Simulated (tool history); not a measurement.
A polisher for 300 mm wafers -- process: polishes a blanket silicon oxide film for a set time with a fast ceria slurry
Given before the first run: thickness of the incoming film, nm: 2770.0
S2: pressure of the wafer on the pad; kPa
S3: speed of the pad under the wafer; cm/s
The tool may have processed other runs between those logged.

Run 1, hour 0: flow of slurry (ml/min) 295, S2 20 kPa, S3 120 cm/s, polishing time (s) 51. Result: film removed (angstrom) 10696.
Run 2, hour 6.9: flow of slurry (ml/min) 295, S2 20 kPa, S3 148 cm/s, polishing time (s) 51. Result: film removed (angstrom) 12898.
Run 3, hour 14.7: flow of slurry (ml/min) 295, S2 18.6 kPa, S3 146 cm/s, polishing time (s) 51. Result: film removed (angstrom) 11915.
Run 4, hour 16.8: flow of slurry (ml/min) 325, S2 18.6 kPa, S3 146 cm/s, polishing time (s) 51. Result: film removed (angstrom) 12084.
Run 5, hour 19.1: flow of slurry (ml/min) 325, S2 18.6 kPa, S3 146 cm/s, polishing time (s) 51. Result: film removed (angstrom) 12136.
Run 6, hour 28.1: flow of slurry (ml/min) 325, S2 18.6 kPa, S3 146 cm/s, polishing time (s) 54. Result: film removed (angstrom) 12240.
Run 7, hour 35.7: flow of slurry (ml/min) 325, S2 13.1 kPa, S3 136 cm/s, polishing time (s) 54. Result: film removed (angstrom) 8406.7.

What does the tool deliver on the next run?
Run 8, hour 40.9: flow of slurry (ml/min) 325, S2 9.7 kPa, S3 134 cm/s, polishing time (s) 54. Result: film removed (angstrom) ?.

{"run 8": {"film removed (angstrom)": 6275.6}}
